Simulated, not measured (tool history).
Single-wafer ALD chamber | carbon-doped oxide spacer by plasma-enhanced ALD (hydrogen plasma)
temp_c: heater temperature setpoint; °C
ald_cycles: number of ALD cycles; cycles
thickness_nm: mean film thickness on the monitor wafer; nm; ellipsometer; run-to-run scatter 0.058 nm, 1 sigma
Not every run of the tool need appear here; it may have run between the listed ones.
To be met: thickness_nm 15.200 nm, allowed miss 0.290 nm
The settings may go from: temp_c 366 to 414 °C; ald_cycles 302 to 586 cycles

Run 1, hour 0.0: temp_c 390 °C, ald_cycles 444 cycles. Result: thickness_nm 20.775 nm.
Run 2, hour 7.9: temp_c 390 °C, ald_cycles 411 cycles. Result: thickness_nm 19.233 nm.
Run 3, hour 12.5: temp_c 390 °C, ald_cycles 390 cycles. Result: thickness_nm 18.289 nm.
Run 4, hour 22.1: temp_c 399 °C, ald_cycles 390 cycles. Result: thickness_nm 18.299 nm.
Run 5, hour 28.0: temp_c 403 °C, ald_cycles 390 cycles. Result: thickness_nm 18.092 nm.
Run 6, hour 37.4: temp_c 396 °C, ald_cycles 390 cycles. Result: thickness_nm 18.324 nm.
Run 7, hour 43.0: temp_c 396 °C, ald_cycles 370 cycles. Result: thickness_nm 17.316 nm.
Run 8, hour 46.7: temp_c 396 °C, ald_cycles 357 cycles. Result: thickness_nm 16.742 nm.
Run 9, hour 50.9: temp_c 396 °C, ald_cycles 348 cycles. Result: thickness_nm 16.399 nm.
Run 10, hour 55.5: temp_c 396 °C, ald_cycles 341 cycles. Result: thickness_nm 15.992 nm.
Run 11, hour 59.0: temp_c 396 °C, ald_cycles 336 cycles. Result: thickness_nm 15.621 nm.

Which one of the following 5 next-run settings gets every result inside its allowed miss? There is exactly one.
Run A, hour 62.5: temp_c 403 °C, ald_cycles 309 cycles. Result: thickness_nm ?.
Run B, hour 62.5: temp_c 407 °C, ald_cycles 353 cycles. Result: thickness_nm ?.
Run C, hour 62.5: temp_c 388 °C, ald_cycles 324 cycles. Result: thickness_nm ?.
Run D, hour 62.5: temp_c 408 °C, ald_cycles 349 cycles. Result: thickness_nm ?.
Run E, hour 62.5: temp_c 391 °C, ald_cycles 343 cycles. Result: thickness_nm ?.

move  thickness_nm
   A        14.280
   B        16.098
   C        15.160
   D        15.862
   E        16.049
A: carries the result that was furthest off beyond its target, to the other side
B: misses by more than the last run did
C: hits every target within its allowed miss
D: misses by more than the last run did
E: misses by more than the last run did
The right move is C.
